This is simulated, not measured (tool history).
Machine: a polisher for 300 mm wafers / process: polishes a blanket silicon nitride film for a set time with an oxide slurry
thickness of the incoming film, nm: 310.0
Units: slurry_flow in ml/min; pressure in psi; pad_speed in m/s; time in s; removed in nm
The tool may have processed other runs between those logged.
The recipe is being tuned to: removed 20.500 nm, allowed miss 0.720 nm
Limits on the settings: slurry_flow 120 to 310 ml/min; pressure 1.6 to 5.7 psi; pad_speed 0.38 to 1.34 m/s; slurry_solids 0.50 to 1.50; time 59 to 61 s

| run | day | slurry_flow | pressure | pad_speed | slurry_solids | time | removed |
|---|---|---|---|---|---|---|---|
| 1 | 0.000 | 200 | 3.6 | 0.86 | 1.00 | 59 | 35.148 |
| 2 | 0.362 | 200 | 3.6 | 0.86 | 1.00 | 61 | 35.890 |
| 3 | 0.433 | 200 | 3.6 | 1.04 | 1.00 | 61 | 41.118 |
| 4 | 0.638 | 200 | 3.6 | 0.88 | 1.00 | 61 | 36.765 |
| 5 | 1.000 | 200 | 3.1 | 0.88 | 1.00 | 61 | 31.994 |
| 6 | 1.254 | 200 | 2.7 | 0.88 | 1.00 | 61 | 28.024 |
| 7 | 1.588 | 190 | 1.7 | 0.86 | 1.00 | 61 | 17.674 |
| 8 | 1.679 | 205 | 1.7 | 0.86 | 1.00 | 61 | 17.581 |
| 9 | 1.733 | 205 | 1.8 | 0.86 | 1.00 | 61 | 18.821 |
| 10 | 1.812 | 210 | 1.8 | 0.86 | 1.00 | 61 | 18.623 |
| 11 | 2.192 | 210 | 2.2 | 0.86 | 1.00 | 61 | 22.697 |
| 12 | 2.512 | 200 | 1.9 | 0.86 | 1.00 | 61 | 19.701 |

Pick the move, out of 4, that brings all results within their allowed miss; only one does.
| A | 2.833 | 165 | 2.2 | 0.92 | 0.95 | 61 | ? |
| B | 2.833 | 195 | 2.0 | 0.96 | 0.95 | 61 | ? |
| C | 2.833 | 215 | 2.0 | 0.84 | 1.00 | 61 | ? |
| D | 2.833 | 190 | 1.6 | 1.04 | 1.05 | 59 | ? |

| move | removed |
|---|---|
| A | 22.873 |
| B | 22.221 |
| C | 20.623 |
| D | 19.172 |
A: moves the result that the last run missed by most past its target, out the other side
B: moves the result that the last run missed by most past its target, out the other side
C: each result inside its tolerance
D: its largest miss is bigger than the last run's
The right move is C.
